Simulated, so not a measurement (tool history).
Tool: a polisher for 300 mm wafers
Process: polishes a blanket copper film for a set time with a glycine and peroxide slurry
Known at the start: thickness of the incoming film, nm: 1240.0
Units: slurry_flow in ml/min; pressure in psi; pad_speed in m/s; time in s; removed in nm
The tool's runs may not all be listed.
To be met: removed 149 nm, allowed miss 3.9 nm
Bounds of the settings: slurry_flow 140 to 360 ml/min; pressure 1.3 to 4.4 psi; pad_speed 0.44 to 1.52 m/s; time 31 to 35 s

| run | day | slurry_flow | pressure | pad_speed | time | removed |
|---|---|---|---|---|---|---|
| 1 | 0 | 230 | 2.8 | 0.98 | 35 | 176.45 |
| 2 | 0.175 | 230 | 2.8 | 0.74 | 35 | 136.11 |
| 3 | 0.408 | 230 | 2.8 | 0.74 | 35 | 140.48 |
| 4 | 0.533 | 230 | 2.8 | 0.74 | 35 | 139.64 |
| 5 | 0.562 | 235 | 2.9 | 0.74 | 35 | 140.8 |
|  | 0.808 | head pressure recalibrated |
| 6 | 0.808 | 195 | 2.9 | 0.74 | 35 | 134.17 |
| 7 | 0.942 | 215 | 2.9 | 0.74 | 35 | 134.19 |
| 8 | 1.308 | 230 | 2.9 | 0.74 | 35 | 135.5 |
| 9 | 1.462 | 235 | 3.1 | 0.74 | 35 | 142.28 |

Which of these 4 next moves meets every target?
| A | 1.617 | 255 | 3.6 | 0.78 | 31 | ? |
| B | 1.617 | 250 | 2.9 | 0.7 | 35 | ? |
| C | 1.617 | 235 | 3 | 0.78 | 31 | ? |
| D | 1.617 | 215 | 3.1 | 0.76 | 33 | ? |

| move | removed |
|---|---|
| A | 150.89 |
| B | 132.1 |
| C | 129.7 |
| D | 137.07 |
A: meets every target
B: further off than the last run
C: further off than the last run
D: further off than the last run
The right move is A.
